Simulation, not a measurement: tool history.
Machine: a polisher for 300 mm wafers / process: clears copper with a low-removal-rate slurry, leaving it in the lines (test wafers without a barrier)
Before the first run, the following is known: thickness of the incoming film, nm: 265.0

| run | hour | flow of slurry (ml/min) | pressure of the wafer on the pad (psi) | speed of the pad under the wafer (cm/s) | abrasive content of the slurry | overpolish time after the end point (s) | time until the end point was called (s) | dishing of a wide line in a test structure (Å) |
|---|---|---|---|---|---|---|---|---|
| 1 | 0.0 | 290 | 2.1 | 134 | 1.00 | 13 | 88.803 | 251.490 |
| 2 | 5.4 | 250 | 2.1 | 134 | 1.00 | 13 | 91.161 | 237.640 |
| 3 | 9.0 | 225 | 1.9 | 138 | 1.00 | 10 | 103.030 | 182.490 |
| 4 | 16.5 | 210 | 2.0 | 130 | 1.05 | 8 | 98.906 | 143.930 |
| 5 | 19.7 | 210 | 2.0 | 130 | 0.95 | 8 | 102.520 | 137.990 |
| 6 | 24.2 | 210 | 2.0 | 114 | 0.95 | 8 | 119.090 | 127.450 |
| 7 | 30.6 | 175 | 1.6 | 150 | 0.70 | 4 | 123.980 | 62.984 |
| 8 | 38.6 | 205 | 1.7 | 150 | 0.70 | 4 | 114.340 | 67.245 |

Run 9 has not been measured yet. What should we expect?
| 9 | 41.4 | 245 | 2.0 | 150 | 0.70 | 9 | ? | ? |

{"run 9": {"time until the end point was called (s)": 97.773, "dishing of a wide line in a test structure (Å)": 168.21}}
